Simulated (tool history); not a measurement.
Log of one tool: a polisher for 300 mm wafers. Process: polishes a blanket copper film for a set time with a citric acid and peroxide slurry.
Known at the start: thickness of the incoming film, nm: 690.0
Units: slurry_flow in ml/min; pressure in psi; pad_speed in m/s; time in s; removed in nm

Run 1, hour 0: slurry_flow 140 ml/min, pressure 2.5 psi, pad_speed 1.22 m/s, slurry_solids 1, time 63 s. Result: removed 139.1 nm.
Run 2, hour 4.1: slurry_flow 140 ml/min, pressure 2.5 psi, pad_speed 1.22 m/s, slurry_solids 1.2, time 63 s. Result: removed 144.49 nm.
Run 3, hour 10.3: slurry_flow 130 ml/min, pressure 2.4 psi, pad_speed 1.22 m/s, slurry_solids 1.2, time 63 s. Result: removed 135.33 nm.
Run 4, hour 12.1: slurry_flow 130 ml/min, pressure 2.9 psi, pad_speed 1.22 m/s, slurry_solids 1.2, time 63 s. Result: removed 162.12 nm.
Run 5, hour 18.7: slurry_flow 120 ml/min, pressure 2.7 psi, pad_speed 1.22 m/s, slurry_solids 1.2, time 63 s. Result: removed 147.04 nm.
Run 6, hour 27.7: slurry_flow 110 ml/min, pressure 2.6 psi, pad_speed 1.22 m/s, slurry_solids 1.2, time 63 s. Result: removed 141.11 nm.

The next listed run, before its measurement:
Run 7, hour 29.4: slurry_flow 105 ml/min, pressure 2.5 psi, pad_speed 1.22 m/s, slurry_solids 1.2, time 63 s. Result: removed ?.

Run 7 gave removed 133.3 nm.
